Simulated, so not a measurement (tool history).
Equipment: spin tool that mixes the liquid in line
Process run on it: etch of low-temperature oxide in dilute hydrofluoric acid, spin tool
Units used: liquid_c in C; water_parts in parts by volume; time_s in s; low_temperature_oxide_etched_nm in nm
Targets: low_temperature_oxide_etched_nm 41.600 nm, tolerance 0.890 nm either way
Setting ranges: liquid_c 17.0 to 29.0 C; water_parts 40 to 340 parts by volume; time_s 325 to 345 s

run	hour	liquid_c	water_parts	time_s	low_temperature_oxide_etched_nm
1	0.0	21.0	190	325	27.540
2	0.8	23.5	190	325	30.163
3	9.4	23.5	125	325	49.761
4	13.5	23.5	185	325	30.993
5	21.3	20.5	185	325	27.782
6	21.9	20.5	185	325	27.731
7	26.4	21.5	185	325	28.855
8	27.2	22.5	185	325	29.945
9	33.2	23.5	185	325	31.074

Consider the 4 candidate settings below. Which is the only one whose results all fall within their allowed miss of target?
A	39.2	27.0	170	345	?
B	39.2	26.5	145	340	?
C	39.2	26.0	150	345	?
D	39.2	21.0	225	325	?

move	low_temperature_oxide_etched_nm
A	41.972
B	49.064
C	46.949
D	22.539
A: each result inside its tolerance
B: pushes the last run's worst result past its target
C: pushes the last run's worst result past its target
D: misses by more than the last run did
So the answer is move A, the one that meets all the targets.
